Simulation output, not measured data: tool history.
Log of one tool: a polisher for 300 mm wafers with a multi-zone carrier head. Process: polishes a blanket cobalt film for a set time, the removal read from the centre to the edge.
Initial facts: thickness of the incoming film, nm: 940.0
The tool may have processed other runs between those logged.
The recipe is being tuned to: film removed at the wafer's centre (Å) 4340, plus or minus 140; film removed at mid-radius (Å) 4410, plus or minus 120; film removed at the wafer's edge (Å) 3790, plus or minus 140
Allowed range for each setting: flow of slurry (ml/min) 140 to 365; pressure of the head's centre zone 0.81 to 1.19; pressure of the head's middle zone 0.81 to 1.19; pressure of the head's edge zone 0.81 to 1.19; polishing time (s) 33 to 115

run  hour  flow of slurry (ml/min)  pressure of the head's centre zone  pressure of the head's middle zone  pressure of the head's edge zone  polishing time (s)  film removed at the wafer's centre (Å)  film removed at mid-radius (Å)  film removed at the wafer's edge (Å)
  1     0                      235                                   1                                   1                                 1                  73                                  3149.5                          3098.5                                3093.8
  2   5.8                      235                                   1                                0.95                                 1                  73                                  3148.6                          3063.3                                3067.3
  3   6.3                      235                                   1                                0.95                              1.08                  73                                  3173.7                          3050.1                                3213.4
  4  13.8                      290                                   1                                0.95                              1.08                  73                                  3237.4                          3142.8                                3240.6
  5  19.6                      290                                   1                                 0.9                              1.08                  73                                  3252.2                          3011.9                                3259.9
  6  25.4                      290                                   1                                0.94                              1.08                  73                                  3270.7                            3104                                3223.3
  7  26.1                      320                                1.08                                1.04                              1.13                  88                                  4290.7                          3998.5                                4058.8
  8  29.6                      330                                1.08                                1.08                              1.09                  88                                  4312.8                          4138.8                                3914.7
  9  32.3                      330                                1.08                                1.08                              1.09                  88                                  4283.5                          4062.3                                3974.7

Below are 5 possible settings for the next run. Only one of them brings all results inside the allowed miss of their targets. Which is it?
  A    35                      355                                1.03                                1.09                              1.15                  93                                       ?                               ?                                     ?
  B    35                      275                                 1.1                                1.19                              0.99                  90                                       ?                               ?                                     ?
  C    35                      365                                   1                                1.12                              1.07                  93                                       ?                               ?                                     ?
  D    35                      305                                1.08                                0.96                              1.19                  89                                       ?                               ?                                     ?
  E    35                      335                                1.07                                0.86                              1.14                  94                                       ?                               ?                                     ?

move  film removed at the wafer's centre (Å)  film removed at mid-radius (Å)  film removed at the wafer's edge (Å)
   A                                  4428.9                          4407.1                                4325.6
   B                                  4459.4                          4393.7                                3808.6
   C                                  4310.5                          4492.7                                4176.3
   D                                  4375.9                          3855.4                                4174.4
   E                                  4620.9                          3860.3                                4344.9
A: corrects the largest miss of the last run, while another result sits out of spec
B: hits every target within its allowed miss
C: corrects the largest miss of the last run, while another result sits out of spec
D: further off than the last run
E: further off than the last run
Correct choice: B, which meets every target
